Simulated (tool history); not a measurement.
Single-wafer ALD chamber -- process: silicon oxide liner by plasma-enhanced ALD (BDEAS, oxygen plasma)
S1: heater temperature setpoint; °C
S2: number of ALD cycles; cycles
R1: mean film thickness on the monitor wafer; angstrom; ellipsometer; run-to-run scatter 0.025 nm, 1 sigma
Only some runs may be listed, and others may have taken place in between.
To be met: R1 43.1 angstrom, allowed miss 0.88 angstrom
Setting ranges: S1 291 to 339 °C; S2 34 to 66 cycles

run 1 hour=0 | S1=315 S2=50 | R1=47.234
run 2 hour=1.5 | S1=315 S2=49 | R1=46.442
run 3 hour=5.1 | S1=308 S2=49 | R1=46.703
run 4 hour=10.6 | S1=316 S2=49 | R1=46.384
run 5 hour=17.2 | S1=322 S2=49 | R1=45.86
run 6 hour=21.7 | S1=318 S2=49 | R1=46.265
run 7 hour=24.3 | S1=318 S2=48 | R1=45.416
run 8 hour=26.5 | S1=318 S2=47 | R1=44.124

Consider the 4 candidate settings below. Which is the only one whose results all fall within their allowed miss of target?
run A hour=28.7 | S1=308 S2=47 | R1=?
run B hour=28.7 | S1=328 S2=50 | R1=?
run C hour=28.7 | S1=321 S2=44 | R1=?
run D hour=28.7 | S1=310 S2=45 | R1=?

move=A R1=44.852
move=B R1=46.179
move=C R1=41.11
move=D R1=42.805
A: further off than the last run
B: further off than the last run
C: carries the result that was furthest off beyond its target, to the other side
D: all results land within tolerance of their targets
So the answer is move D, the one that meets all the targets.

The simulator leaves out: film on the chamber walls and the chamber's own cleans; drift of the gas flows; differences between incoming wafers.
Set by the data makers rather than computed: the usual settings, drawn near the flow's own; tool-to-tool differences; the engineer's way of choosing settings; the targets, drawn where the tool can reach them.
